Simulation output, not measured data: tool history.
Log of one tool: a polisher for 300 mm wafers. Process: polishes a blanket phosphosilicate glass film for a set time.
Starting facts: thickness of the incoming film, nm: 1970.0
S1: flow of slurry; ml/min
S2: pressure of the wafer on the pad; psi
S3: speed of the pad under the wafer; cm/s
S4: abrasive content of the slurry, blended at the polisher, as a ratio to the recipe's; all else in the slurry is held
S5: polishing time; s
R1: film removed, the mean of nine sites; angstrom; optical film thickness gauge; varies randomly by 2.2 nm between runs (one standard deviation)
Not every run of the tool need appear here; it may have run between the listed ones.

| run | hour | S1 | S2 | S3 | S4 | S5 | R1 |
|---|---|---|---|---|---|---|---|
| 1 | 0.0 | 165 | 3.4 | 82 | 1.0 | 22 | 1437.6 |
| 2 | 0.8 | 170 | 3.6 | 82 | 1.0 | 22 | 1529.8 |
| 3 | 3.0 | 150 | 3.6 | 82 | 1.0 | 22 | 1500.0 |
| 4 | 10.8 | 150 | 4.4 | 82 | 1.0 | 22 | 1823.0 |
| 5 | 16.7 | 155 | 4.5 | 82 | 1.0 | 22 | 1901.7 |
| 6 | 19.6 | 160 | 4.6 | 82 | 1.0 | 22 | 1942.4 |
| 7 | 24.6 | 165 | 4.7 | 82 | 1.0 | 22 | 1932.1 |
| 8 | 28.6 | 165 | 4.7 | 82 | 1.0 | 22 | 1971.8 |
|  | 31.4 | slurry blender recalibrated |
| 9 | 31.4 | 165 | 4.8 | 82 | 1.0 | 22 | 2259.7 |
| 10 | 32.0 | 175 | 4.8 | 82 | 1.0 | 22 | 2285.1 |
| 11 | 40.8 | 180 | 4.8 | 82 | 1.0 | 22 | 2251.8 |
| 12 | 43.2 | 185 | 4.8 | 82 | 1.0 | 22 | 2263.3 |
| 13 | 51.5 | 190 | 4.8 | 82 | 1.0 | 22 | 2298.5 |
| 14 | 52.8 | 200 | 4.8 | 82 | 1.0 | 22 | 2278.6 |

The next listed run, before its measurement:
| 15 | 56.9 | 205 | 4.8 | 82 | 1.0 | 22 | ? |

R1: 2308.5 angstrom

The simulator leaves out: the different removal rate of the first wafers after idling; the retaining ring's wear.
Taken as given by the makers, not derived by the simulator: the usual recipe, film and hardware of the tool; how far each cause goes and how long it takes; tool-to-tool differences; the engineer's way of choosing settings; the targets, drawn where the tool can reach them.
